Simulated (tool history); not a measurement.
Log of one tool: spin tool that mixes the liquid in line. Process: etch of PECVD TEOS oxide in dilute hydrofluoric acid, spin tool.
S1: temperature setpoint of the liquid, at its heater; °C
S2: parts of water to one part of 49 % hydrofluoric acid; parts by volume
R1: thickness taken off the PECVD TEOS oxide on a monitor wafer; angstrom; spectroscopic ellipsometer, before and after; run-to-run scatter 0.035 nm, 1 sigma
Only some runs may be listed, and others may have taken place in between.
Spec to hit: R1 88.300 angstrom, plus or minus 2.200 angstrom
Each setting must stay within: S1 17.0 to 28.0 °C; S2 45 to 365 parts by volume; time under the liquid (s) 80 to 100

{"run": 1, "day": 0.0, "S1": 20.0, "S2": 205, "time under the liquid (s)": 100, "R1": 34.294}
{"run": 2, "day": 0.142, "S1": 17.0, "S2": 205, "time under the liquid (s)": 100, "R1": 30.533}
{"run": 3, "day": 0.246, "S1": 17.0, "S2": 165, "time under the liquid (s)": 100, "R1": 39.31}
{"run": 4, "day": 0.579, "S1": 19.5, "S2": 150, "time under the liquid (s)": 100, "R1": 49.071}
{"run": 5, "day": 0.642, "S1": 21.0, "S2": 150, "time under the liquid (s)": 100, "R1": 52.121}
{"run": 6, "day": 0.754, "S1": 21.0, "S2": 150, "time under the liquid (s)": 100, "R1": 51.872}
{"run": 7, "day": 0.983, "S1": 22.5, "S2": 140, "time under the liquid (s)": 100, "R1": 59.592}
{"run": 8, "day": 1.292, "S1": 23.5, "S2": 135, "time under the liquid (s)": 100, "R1": 64.531}
{"run": 9, "day": 1.346, "S1": 27.5, "S2": 110, "time under the liquid (s)": 100, "R1": 95.189}
{"run": 10, "day": 1.471, "S1": 27.0, "S2": 110, "time under the liquid (s)": 100, "R1": 93.775}
{"run": 11, "day": 1.733, "S1": 27.0, "S2": 110, "time under the liquid (s)": 100, "R1": 93.073}

Which single option among these 4 for the next run brings every result within its allowed miss of target? Just one does.
{"run": "A", "day": 1.996, "S1": 28.0, "S2": 120, "time under the liquid (s)": 100, "R1": "?"}
{"run": "B", "day": 1.996, "S1": 25.0, "S2": 85, "time under the liquid (s)": 85, "R1": "?"}
{"run": "C", "day": 1.996, "S1": 28.0, "S2": 110, "time under the liquid (s)": 100, "R1": "?"}
{"run": "D", "day": 1.996, "S1": 26.5, "S2": 105, "time under the liquid (s)": 100, "R1": "?"}

move=A R1=87.543
move=B R1=97.899
move=C R1=96.769
move=D R1=96.357
A: meets every target
B: lands further from the targets than the last run did
C: lands further from the targets than the last run did
D: lands further from the targets than the last run did
A meets every target.
